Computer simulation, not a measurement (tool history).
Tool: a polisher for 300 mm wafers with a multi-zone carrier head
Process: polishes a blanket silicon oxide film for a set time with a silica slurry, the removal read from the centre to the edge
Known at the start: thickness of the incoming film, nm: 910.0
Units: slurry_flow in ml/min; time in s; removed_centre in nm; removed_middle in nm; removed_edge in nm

Run 1, hour 0: slurry_flow 180 ml/min, centre_zone 1, middle_zone 1, edge_zone 1, slurry_solids 1, time 58 s. Result: removed_centre 164.38 nm, removed_middle 169.47 nm, removed_edge 166.32 nm.
Run 2, hour 7.8: slurry_flow 180 ml/min, centre_zone 1, middle_zone 1, edge_zone 1, slurry_solids 1, time 51 s. Result: removed_centre 144.42 nm, removed_middle 147.95 nm, removed_edge 150.09 nm.
Run 3, hour 13.9: slurry_flow 185 ml/min, centre_zone 0.99, middle_zone 1.01, edge_zone 1.02, slurry_solids 1, time 51 s. Result: removed_centre 143.45 nm, removed_middle 149.02 nm, removed_edge 150.58 nm.
Run 4, hour 17.1: slurry_flow 185 ml/min, centre_zone 0.99, middle_zone 1.01, edge_zone 1.06, slurry_solids 1, time 51 s. Result: removed_centre 143.99 nm, removed_middle 149.82 nm, removed_edge 151.26 nm.
Run 5, hour 20.3: slurry_flow 190 ml/min, centre_zone 0.98, middle_zone 1.01, edge_zone 1.07, slurry_solids 1, time 51 s. Result: removed_centre 141.36 nm, removed_middle 148.44 nm, removed_edge 153.86 nm.
Run 6, hour 23.4: slurry_flow 195 ml/min, centre_zone 0.98, middle_zone 1.02, edge_zone 1.08, slurry_solids 1, time 51 s. Result: removed_centre 143.79 nm, removed_middle 152.23 nm, removed_edge 155.39 nm.

The next listed run, before its measurement:
Run 7, hour 26.8: slurry_flow 200 ml/min, centre_zone 0.97, middle_zone 1.03, edge_zone 1.09, slurry_solids 1, time 51 s. Result: removed_centre ?, removed_middle ?, removed_edge ?.

Run 7 gave removed_centre 142.5 nm, removed_middle 153.7 nm, removed_edge 157.25 nm.
